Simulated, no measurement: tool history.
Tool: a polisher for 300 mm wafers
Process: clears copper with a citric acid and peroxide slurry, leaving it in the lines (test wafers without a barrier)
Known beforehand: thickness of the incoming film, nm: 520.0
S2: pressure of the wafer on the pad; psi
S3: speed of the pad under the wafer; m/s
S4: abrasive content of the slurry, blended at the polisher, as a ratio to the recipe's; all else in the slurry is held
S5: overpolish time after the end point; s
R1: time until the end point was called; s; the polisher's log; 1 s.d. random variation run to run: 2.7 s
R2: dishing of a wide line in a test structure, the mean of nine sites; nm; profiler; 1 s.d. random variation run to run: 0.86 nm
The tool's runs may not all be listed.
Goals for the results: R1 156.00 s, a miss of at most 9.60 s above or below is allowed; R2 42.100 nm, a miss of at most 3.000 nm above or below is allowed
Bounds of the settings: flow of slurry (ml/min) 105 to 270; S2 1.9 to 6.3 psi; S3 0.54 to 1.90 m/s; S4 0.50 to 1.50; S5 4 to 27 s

{"run": 1, "hour": 0.0, "flow of slurry (ml/min)": 175, "S2": 4.1, "S3": 1.22, "S4": 1.0, "S5": 14, "R1": 111.63, "R2": 39.015}
{"run": 2, "hour": 5.3, "flow of slurry (ml/min)": 175, "S2": 4.1, "S3": 1.22, "S4": 1.1, "S5": 14, "R1": 110.26, "R2": 39.54}
{"run": 3, "hour": 13.1, "flow of slurry (ml/min)": 175, "S2": 3.7, "S3": 1.2, "S4": 1.1, "S5": 16, "R1": 120.88, "R2": 39.025}
{"run": 4, "hour": 17.1, "flow of slurry (ml/min)": 170, "S2": 3.4, "S3": 1.18, "S4": 1.1, "S5": 18, "R1": 131.0, "R2": 42.112}
{"run": 5, "hour": 25.3, "flow of slurry (ml/min)": 170, "S2": 3.4, "S3": 1.38, "S4": 1.1, "S5": 18, "R1": 115.95, "R2": 47.223}
{"run": 6, "hour": 25.8, "flow of slurry (ml/min)": 170, "S2": 3.1, "S3": 1.36, "S4": 1.1, "S5": 19, "R1": 130.74, "R2": 44.494}
{"run": 7, "hour": 32.4, "flow of slurry (ml/min)": 170, "S2": 2.9, "S3": 1.36, "S4": 1.1, "S5": 20, "R1": 135.41, "R2": 44.524}
{"run": 8, "hour": 38.5, "flow of slurry (ml/min)": 170, "S2": 2.8, "S3": 1.36, "S4": 1.1, "S5": 20, "R1": 141.77, "R2": 42.77}
{"run": 9, "hour": 40.7, "flow of slurry (ml/min)": 170, "S2": 2.7, "S3": 1.36, "S4": 1.1, "S5": 20, "R1": 146.08, "R2": 43.245}

Next run, 4 choices. One meets every target within its allowed miss, the rest don't. Which?
{"run": "A", "hour": 42.9, "flow of slurry (ml/min)": 170, "S2": 3.4, "S3": 1.22, "S4": 1.1, "S5": 18, "R1": "?", "R2": "?"}
{"run": "B", "hour": 42.9, "flow of slurry (ml/min)": 150, "S2": 2.6, "S3": 1.26, "S4": 1.2, "S5": 22, "R1": "?", "R2": "?"}
{"run": "C", "hour": 42.9, "flow of slurry (ml/min)": 180, "S2": 3.2, "S3": 1.18, "S4": 1.15, "S5": 20, "R1": "?", "R2": "?"}
{"run": "D", "hour": 42.9, "flow of slurry (ml/min)": 170, "S2": 3.6, "S3": 1.1, "S4": 1.35, "S5": 17, "R1": "?", "R2": "?"}

move=A R1=127.37 R2=41.249
move=B R1=152.79 R2=41.342
move=C R1=134.71 R2=42.826
move=D R1=124.56 R2=40.188
A: lands further from the targets than the last run did
B: in spec on every target
C: lands further from the targets than the last run did
D: lands further from the targets than the last run did
B is the move that brings every result within its allowed miss.
